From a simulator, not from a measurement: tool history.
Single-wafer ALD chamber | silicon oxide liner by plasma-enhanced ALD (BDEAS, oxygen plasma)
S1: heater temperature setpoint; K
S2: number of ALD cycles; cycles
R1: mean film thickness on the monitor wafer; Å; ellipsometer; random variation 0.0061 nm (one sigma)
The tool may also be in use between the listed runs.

Run 1, hour 0.0: S1 588.15 K, S2 41 cycles. Result: R1 36.013 Å.
Run 2, hour 1.8: S1 599.15 K, S2 41 cycles. Result: R1 35.328 Å.
Run 3, hour 3.7: S1 600.15 K, S2 39 cycles. Result: R1 33.564 Å.
Run 4, hour 9.9: S1 610.15 K, S2 39 cycles. Result: R1 33.002 Å.
Run 5, hour 17.3: S1 610.15 K, S2 42 cycles. Result: R1 35.469 Å.
Run 6, hour 26.3: S1 612.15 K, S2 42 cycles. Result: R1 35.384 Å.

Run 7 comes next. What will it give?
Run 7, hour 29.8: S1 612.15 K, S2 40 cycles. Result: R1 ?.

{"run 7": {"R1": 33.726}}
